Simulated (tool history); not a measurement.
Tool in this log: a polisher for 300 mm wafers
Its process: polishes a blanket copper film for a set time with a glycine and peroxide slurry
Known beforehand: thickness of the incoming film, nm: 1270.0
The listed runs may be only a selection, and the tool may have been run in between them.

run  hour  flow of slurry (ml/min)  pressure of the wafer on the pad (psi)  speed of the pad under the wafer (m/s)  polishing time (s)  film removed (Å)
  1   0.0                      260                                     2.9                                    1.26                  60            3364.8
  2   5.7                      265                                     3.2                                    1.26                  60            3585.6
  3  11.2                      265                                     3.2                                    1.26                  62            3712.5
  4  13.0                      265                                     3.5                                    1.26                  62            3933.7
  5  18.5                      265                                     3.5                                    0.98                  62            3101.4
  6  24.9                      265                                     3.0                                    0.98                  62            2870.5
  7  33.4                      265                                     3.0                                    0.98                  62            2870.4
  8  40.2                      265                                     3.0                                    0.98                  62            2884.6

Predict the results of run 9:
  9  43.7                      270                                     3.4                                    1.08                  62                 ?

{"run 9": {"film removed (Å)": 3384.9}}
